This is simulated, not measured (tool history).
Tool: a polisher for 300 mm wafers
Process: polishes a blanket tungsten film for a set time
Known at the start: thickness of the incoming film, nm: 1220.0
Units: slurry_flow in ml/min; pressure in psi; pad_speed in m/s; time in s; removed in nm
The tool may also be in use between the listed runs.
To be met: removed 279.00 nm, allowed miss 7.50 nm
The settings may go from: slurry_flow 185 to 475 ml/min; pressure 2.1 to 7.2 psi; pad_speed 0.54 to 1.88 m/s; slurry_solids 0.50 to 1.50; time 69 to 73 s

Run 1, hour 0.0: slurry_flow 305 ml/min, pressure 4.6 psi, pad_speed 1.20 m/s, slurry_solids 1.00, time 69 s. Result: removed 445.20 nm.
Run 2, hour 3.2: slurry_flow 305 ml/min, pressure 4.6 psi, pad_speed 1.20 m/s, slurry_solids 0.80, time 69 s. Result: removed 422.45 nm.
Run 3, hour 4.1: slurry_flow 305 ml/min, pressure 4.0 psi, pad_speed 1.20 m/s, slurry_solids 0.80, time 69 s. Result: removed 364.71 nm.
Run 4, hour 12.5: slurry_flow 305 ml/min, pressure 3.6 psi, pad_speed 1.20 m/s, slurry_solids 0.80, time 69 s. Result: removed 330.77 nm.
Run 5, hour 14.2: slurry_flow 305 ml/min, pressure 3.6 psi, pad_speed 1.20 m/s, slurry_solids 0.80, time 73 s. Result: removed 350.85 nm.
At hour 15.1: slurry nozzle cleaned.
Run 6, hour 15.1: slurry_flow 360 ml/min, pressure 3.6 psi, pad_speed 1.20 m/s, slurry_solids 0.80, time 73 s. Result: removed 371.14 nm.
Run 7, hour 20.8: slurry_flow 325 ml/min, pressure 3.3 psi, pad_speed 1.20 m/s, slurry_solids 0.80, time 73 s. Result: removed 338.24 nm.
Run 8, hour 27.6: slurry_flow 300 ml/min, pressure 3.1 psi, pad_speed 1.20 m/s, slurry_solids 0.80, time 73 s. Result: removed 312.09 nm.
Run 9, hour 36.5: slurry_flow 275 ml/min, pressure 3.0 psi, pad_speed 1.20 m/s, slurry_solids 0.80, time 73 s. Result: removed 307.00 nm.
Run 10, hour 39.2: slurry_flow 270 ml/min, pressure 2.9 psi, pad_speed 1.20 m/s, slurry_solids 0.80, time 73 s. Result: removed 292.42 nm.
Run 11, hour 47.2: slurry_flow 260 ml/min, pressure 2.9 psi, pad_speed 1.20 m/s, slurry_solids 0.80, time 73 s. Result: removed 291.55 nm.
Run 12, hour 55.8: slurry_flow 250 ml/min, pressure 2.9 psi, pad_speed 1.20 m/s, slurry_solids 0.80, time 73 s. Result: removed 289.96 nm.
Run 13, hour 58.3: slurry_flow 240 ml/min, pressure 2.9 psi, pad_speed 1.20 m/s, slurry_solids 0.80, time 73 s. Result: removed 292.97 nm.

Which of these 4 next moves meets every target?
Run A, hour 60.8: slurry_flow 265 ml/min, pressure 3.1 psi, pad_speed 1.24 m/s, slurry_solids 0.75, time 70 s. Result: removed ?.
Run B, hour 60.8: slurry_flow 185 ml/min, pressure 3.6 psi, pad_speed 1.00 m/s, slurry_solids 1.05, time 71 s. Result: removed ?.
Run C, hour 60.8: slurry_flow 195 ml/min, pressure 3.1 psi, pad_speed 1.18 m/s, slurry_solids 0.80, time 69 s. Result: removed ?.
Run D, hour 60.8: slurry_flow 215 ml/min, pressure 3.3 psi, pad_speed 1.28 m/s, slurry_solids 0.55, time 70 s. Result: removed ?.

move  removed
   A   306.45
   B   303.09
   C   281.68
   D   305.24
A: further off than the last run
B: further off than the last run
C: meets every target
D: further off than the last run
Move C is the one to make.

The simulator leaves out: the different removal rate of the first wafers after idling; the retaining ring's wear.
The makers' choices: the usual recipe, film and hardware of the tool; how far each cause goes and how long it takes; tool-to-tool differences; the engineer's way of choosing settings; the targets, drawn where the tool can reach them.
